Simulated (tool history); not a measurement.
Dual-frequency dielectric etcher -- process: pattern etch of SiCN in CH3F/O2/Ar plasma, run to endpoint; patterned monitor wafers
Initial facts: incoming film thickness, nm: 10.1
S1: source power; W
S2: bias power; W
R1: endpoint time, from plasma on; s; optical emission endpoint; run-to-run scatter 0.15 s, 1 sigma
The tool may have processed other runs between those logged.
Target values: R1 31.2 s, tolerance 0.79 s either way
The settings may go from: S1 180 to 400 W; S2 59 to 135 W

{"run": 1, "hour": 0.0, "S1": 290, "S2": 97, "R1": 26.285}
{"run": 2, "hour": 2.1, "S1": 290, "S2": 82, "R1": 27.499}
{"run": 3, "hour": 8.3, "S1": 290, "S2": 95, "R1": 26.637}
{"run": 4, "hour": 16.7, "S1": 260, "S2": 90, "R1": 28.255}
{"run": 5, "hour": 20.9, "S1": 260, "S2": 105, "R1": 27.131}
{"run": 6, "hour": 24.3, "S1": 300, "S2": 105, "R1": 25.42}
{"run": 7, "hour": 26.1, "S1": 270, "S2": 101, "R1": 26.73}
{"run": 8, "hour": 31.8, "S1": 250, "S2": 97, "R1": 28.038}
{"run": 9, "hour": 36.8, "S1": 230, "S2": 95, "R1": 29.284}
{"hour": 37.9, "done": "bias power generator calibrated"}
{"run": 10, "hour": 37.9, "S1": 220, "S2": 94, "R1": 29.386}
{"run": 11, "hour": 41.4, "S1": 190, "S2": 83, "R1": 32.101}
{"run": 12, "hour": 43.4, "S1": 190, "S2": 84, "R1": 32.307}

Which single option among these 5 for the next run brings every result within its allowed miss of target? Just one does.
{"run": "A", "hour": 45.4, "S1": 220, "S2": 96, "R1": "?"}
{"run": "B", "hour": 45.4, "S1": 180, "S2": 108, "R1": "?"}
{"run": "C", "hour": 45.4, "S1": 180, "S2": 78, "R1": "?"}
{"run": "D", "hour": 45.4, "S1": 230, "S2": 95, "R1": "?"}
{"run": "E", "hour": 45.4, "S1": 200, "S2": 115, "R1": "?"}

move=A R1=29.334
move=B R1=30.861
move=C R1=33.698
move=D R1=28.883
move=E R1=28.996
A: takes the result that was furthest off past its target
B: all results in spec
C: lands further from the targets than the last run did
D: takes the result that was furthest off past its target
E: takes the result that was furthest off past its target
The move that meets every target is B.
